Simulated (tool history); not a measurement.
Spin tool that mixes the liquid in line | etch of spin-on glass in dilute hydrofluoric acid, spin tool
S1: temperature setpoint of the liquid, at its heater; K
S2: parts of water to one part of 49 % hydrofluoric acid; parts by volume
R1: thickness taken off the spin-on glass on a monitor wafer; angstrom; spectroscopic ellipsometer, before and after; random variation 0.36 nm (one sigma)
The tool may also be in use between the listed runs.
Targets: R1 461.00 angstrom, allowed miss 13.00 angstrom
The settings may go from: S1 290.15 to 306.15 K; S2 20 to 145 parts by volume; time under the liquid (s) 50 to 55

{"run": 1, "day": 0.0, "S1": 298.15, "S2": 80, "time under the liquid (s)": 50, "R1": 195.38}
{"run": 2, "day": 0.092, "S1": 300.15, "S2": 70, "time under the liquid (s)": 50, "R1": 245.06}
{"run": 3, "day": 0.188, "S1": 300.15, "S2": 90, "time under the liquid (s)": 50, "R1": 188.3}
{"run": 4, "day": 0.375, "S1": 300.15, "S2": 110, "time under the liquid (s)": 50, "R1": 148.32}
{"run": 5, "day": 0.721, "S1": 300.15, "S2": 110, "time under the liquid (s)": 50, "R1": 147.46}
{"run": 6, "day": 0.825, "S1": 301.65, "S2": 90, "time under the liquid (s)": 50, "R1": 196.63}
{"run": 7, "day": 1.008, "S1": 302.65, "S2": 75, "time under the liquid (s)": 50, "R1": 252.12}
{"run": 8, "day": 1.346, "S1": 303.65, "S2": 65, "time under the liquid (s)": 50, "R1": 303.9}

4 next moves are on the table. One of them brings every result within its allowed miss. Which?
{"run": "A", "day": 1.683, "S1": 301.65, "S2": 50, "time under the liquid (s)": 50, "R1": "?"}
{"run": "B", "day": 1.683, "S1": 303.65, "S2": 85, "time under the liquid (s)": 50, "R1": "?"}
{"run": "C", "day": 1.683, "S1": 302.65, "S2": 85, "time under the liquid (s)": 50, "R1": "?"}
{"run": "D", "day": 1.683, "S1": 304.65, "S2": 50, "time under the liquid (s)": 55, "R1": "?"}

move=A R1=378.41
move=B R1=228.43
move=C R1=219.92
move=D R1=468.25
A: nearer than the last run, and not there yet
B: further off than the last run
C: further off than the last run
D: meets every target
Answer: D
